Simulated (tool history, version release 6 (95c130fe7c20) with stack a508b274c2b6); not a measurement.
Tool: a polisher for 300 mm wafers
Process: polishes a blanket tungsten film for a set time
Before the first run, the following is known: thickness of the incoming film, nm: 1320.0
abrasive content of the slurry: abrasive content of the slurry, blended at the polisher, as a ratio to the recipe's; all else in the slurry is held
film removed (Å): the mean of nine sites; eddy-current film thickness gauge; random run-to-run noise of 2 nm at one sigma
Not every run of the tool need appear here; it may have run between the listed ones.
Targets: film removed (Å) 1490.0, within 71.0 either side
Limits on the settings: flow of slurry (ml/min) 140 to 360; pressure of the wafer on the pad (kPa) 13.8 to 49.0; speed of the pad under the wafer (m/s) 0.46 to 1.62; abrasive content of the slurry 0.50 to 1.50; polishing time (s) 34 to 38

run	hour	flow of slurry (ml/min)	pressure of the wafer on the pad (kPa)	speed of the pad under the wafer (m/s)	abrasive content of the slurry	polishing time (s)	film removed (Å)
1	0.0	230	31.0	1.04	1.00	38	1638.0
2	6.8	230	37.2	1.04	1.00	38	1926.8
3	8.5	230	44.8	1.04	1.00	38	2381.0
4	13.1	230	42.1	1.04	1.00	38	2222.9
5	13.6	230	40.0	1.04	1.00	38	2091.8
6	22.3	230	40.0	1.04	1.00	34	1854.6
7	24.5	230	40.0	1.04	1.00	34	1880.4
# hour 32.9: worn pad replaced by a new one
8	32.9	230	38.6	1.04	1.00	34	2066.9
9	34.8	230	36.5	1.04	1.00	34	1961.9
10	38.9	230	36.5	1.04	1.00	34	1960.8
11	45.7	230	36.5	1.04	1.00	34	1940.1
12	50.8	230	34.5	1.04	1.00	34	1816.1
13	54.6	230	33.1	1.04	1.00	34	1769.3
14	60.8	230	31.7	1.04	1.00	34	1696.1
15	69.0	230	31.0	1.04	1.00	34	1668.3
16	74.8	230	26.9	1.02	1.00	34	1404.4

Next run, 4 choices. One meets every target within its allowed miss, the rest don't. Which?
A	80.6	180	25.5	1.12	0.90	36	?
B	80.6	280	25.5	0.98	1.10	34	?
C	80.6	225	23.4	0.94	1.15	38	?
D	80.6	230	28.3	0.90	0.90	34	?

move	film removed (Å)
A	1474.2
B	1338.7
C	1301.4
D	1289.4
A: each result inside its tolerance
B: misses by more than the last run did
C: misses by more than the last run did
D: misses by more than the last run did
A meets every target.
